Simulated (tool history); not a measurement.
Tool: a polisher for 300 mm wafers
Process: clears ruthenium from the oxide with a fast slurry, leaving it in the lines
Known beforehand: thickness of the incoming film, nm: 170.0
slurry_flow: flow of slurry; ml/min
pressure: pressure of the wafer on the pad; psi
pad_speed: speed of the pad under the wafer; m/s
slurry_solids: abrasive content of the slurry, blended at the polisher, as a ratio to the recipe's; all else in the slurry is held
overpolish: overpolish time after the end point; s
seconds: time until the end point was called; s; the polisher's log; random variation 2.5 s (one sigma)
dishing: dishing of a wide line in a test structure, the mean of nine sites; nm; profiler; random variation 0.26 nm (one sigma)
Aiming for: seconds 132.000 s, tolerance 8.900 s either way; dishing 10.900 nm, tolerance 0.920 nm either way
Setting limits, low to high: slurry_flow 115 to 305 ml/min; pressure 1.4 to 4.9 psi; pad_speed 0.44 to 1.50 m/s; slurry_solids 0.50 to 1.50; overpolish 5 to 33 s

run  hour  slurry_flow  pressure  pad_speed  slurry_solids  overpolish  seconds  dishing
  1   0.0          195       3.1       0.96           1.00          17   51.786   39.416
  2   2.9          195       2.7       0.80           0.95          13   69.294   24.204
  3  11.5          195       2.3       0.70           0.95          12   92.072   17.917
  4  20.0          195       2.3       0.70           0.75          12  101.250   16.520
  5  23.7          195       2.3       0.70           0.90          12   93.857   18.295
  6  31.4          195       2.3       0.70           0.90          17   92.559   23.550
  7  35.0          195       2.2       0.64           0.90          14  103.420   18.704
  8  43.5          195       2.0       0.64           0.90          12  114.050   15.150
  9  50.8          195       1.9       0.64           0.90          11  120.320   13.873

4 candidate next runs follow, results not yet known. Just one meets every target within its allowed miss. Identify it.
  A  58.1          190       1.6       0.80           0.75          17        ?        ?
  B  58.1          165       1.4       0.84           0.70          10        ?        ?
  C  58.1          200       2.1       0.64           0.90           9        ?        ?
  D  58.1          170       1.4       0.82           0.85          15        ?        ?

move  seconds  dishing
   A  119.050   18.908
   B  132.820   10.538
   C  108.890   11.498
   D  124.490   16.248
A: further off than the last run
B: meets every target
C: meets the target for the result that was furthest off, but another lies outside its allowed miss
D: further off than the last run
B meets every target.

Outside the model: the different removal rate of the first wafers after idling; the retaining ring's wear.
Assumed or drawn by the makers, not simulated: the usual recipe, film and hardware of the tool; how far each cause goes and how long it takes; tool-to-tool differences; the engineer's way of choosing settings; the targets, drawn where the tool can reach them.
